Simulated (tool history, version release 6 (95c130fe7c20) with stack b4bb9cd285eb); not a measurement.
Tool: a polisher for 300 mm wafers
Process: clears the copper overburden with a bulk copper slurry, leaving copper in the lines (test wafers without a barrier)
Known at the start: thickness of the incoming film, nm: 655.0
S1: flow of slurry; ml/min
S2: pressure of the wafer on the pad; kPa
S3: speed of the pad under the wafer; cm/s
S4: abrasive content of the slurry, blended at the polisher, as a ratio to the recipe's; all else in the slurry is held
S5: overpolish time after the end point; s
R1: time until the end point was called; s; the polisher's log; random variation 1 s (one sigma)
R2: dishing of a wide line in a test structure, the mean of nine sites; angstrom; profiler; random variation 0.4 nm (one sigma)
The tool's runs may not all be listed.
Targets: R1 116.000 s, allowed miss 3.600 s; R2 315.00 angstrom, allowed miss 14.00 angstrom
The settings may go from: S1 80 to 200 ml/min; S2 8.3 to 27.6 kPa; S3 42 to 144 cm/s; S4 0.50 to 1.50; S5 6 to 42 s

Run 1, hour 0.0: S1 130 ml/min, S2 17.9 kPa, S3 92 cm/s, S4 1.00, S5 21 s. Result: R1 91.536 s, R2 542.41 angstrom.
Run 2, hour 3.7: S1 115 ml/min, S2 17.9 kPa, S3 92 cm/s, S4 1.00, S5 21 s. Result: R1 94.090 s, R2 547.57 angstrom.
Run 3, hour 6.6: S1 115 ml/min, S2 17.9 kPa, S3 92 cm/s, S4 0.85, S5 21 s. Result: R1 98.279 s, R2 535.83 angstrom.
Run 4, hour 15.3: S1 140 ml/min, S2 15.2 kPa, S3 100 cm/s, S4 0.75, S5 16 s. Result: R1 106.500 s, R2 474.04 angstrom.
Run 5, hour 21.6: S1 140 ml/min, S2 12.4 kPa, S3 100 cm/s, S4 0.75, S5 16 s. Result: R1 127.710 s, R2 410.76 angstrom.
Run 6, hour 26.1: S1 140 ml/min, S2 12.4 kPa, S3 84 cm/s, S4 0.75, S5 16 s. Result: R1 154.560 s, R2 377.16 angstrom.
Run 7, hour 27.0: S1 140 ml/min, S2 12.4 kPa, S3 84 cm/s, S4 0.75, S5 16 s. Result: R1 150.480 s, R2 374.19 angstrom.
Run 8, hour 30.9: S1 175 ml/min, S2 10.3 kPa, S3 110 cm/s, S4 0.80, S5 6 s. Result: R1 131.590 s, R2 217.50 angstrom.
Run 9, hour 33.9: S1 160 ml/min, S2 11.0 kPa, S3 110 cm/s, S4 0.80, S5 6 s. Result: R1 126.400 s, R2 224.52 angstrom.
Run 10, hour 35.0: S1 155 ml/min, S2 11.7 kPa, S3 108 cm/s, S4 0.75, S5 7 s. Result: R1 122.870 s, R2 261.48 angstrom.
Run 11, hour 40.5: S1 145 ml/min, S2 12.4 kPa, S3 108 cm/s, S4 0.75, S5 7 s. Result: R1 119.600 s, R2 260.10 angstrom.
Run 12, hour 41.6: S1 175 ml/min, S2 12.4 kPa, S3 108 cm/s, S4 0.75, S5 17 s. Result: R1 115.370 s, R2 447.32 angstrom.
Run 13, hour 47.3: S1 175 ml/min, S2 11.7 kPa, S3 110 cm/s, S4 0.85, S5 17 s. Result: R1 115.410 s, R2 444.87 angstrom.
Run 14, hour 52.0: S1 180 ml/min, S2 11.0 kPa, S3 110 cm/s, S4 0.95, S5 16 s. Result: R1 118.950 s, R2 432.72 angstrom.
Run 15, hour 58.3: S1 175 ml/min, S2 11.0 kPa, S3 110 cm/s, S4 0.90, S5 14 s. Result: R1 121.550 s, R2 388.79 angstrom.
Run 16, hour 66.0: S1 170 ml/min, S2 13.1 kPa, S3 112 cm/s, S4 0.65, S5 6 s. Result: R1 108.580 s, R2 253.67 angstrom.
Run 17, hour 70.0: S1 160 ml/min, S2 11.0 kPa, S3 112 cm/s, S4 0.90, S5 9 s. Result: R1 119.830 s, R2 308.05 angstrom.

Which of these 5 next moves meets every target?
Run A, hour 74.0: S1 150 ml/min, S2 11.7 kPa, S3 112 cm/s, S4 0.85, S5 9 s. Result: R1 ?, R2 ?.
Run B, hour 74.0: S1 150 ml/min, S2 11.7 kPa, S3 106 cm/s, S4 0.75, S5 10 s. Result: R1 ?, R2 ?.
Run C, hour 74.0: S1 170 ml/min, S2 13.1 kPa, S3 108 cm/s, S4 0.90, S5 8 s. Result: R1 ?, R2 ?.
Run D, hour 74.0: S1 140 ml/min, S2 12.4 kPa, S3 98 cm/s, S4 1.00, S5 10 s. Result: R1 ?, R2 ?.
Run E, hour 74.0: S1 140 ml/min, S2 12.4 kPa, S3 108 cm/s, S4 1.25, S5 7 s. Result: R1 ?, R2 ?.

move       R1      R2
   A  115.540  318.75
   B  125.710  323.10
   C  103.860  319.21
   D  121.340  332.04
   E  104.540  289.25
A: meets every target
B: further off than the last run
C: takes the result that was furthest off past its target
D: further off than the last run
E: takes the result that was furthest off past its target
The right move is A.
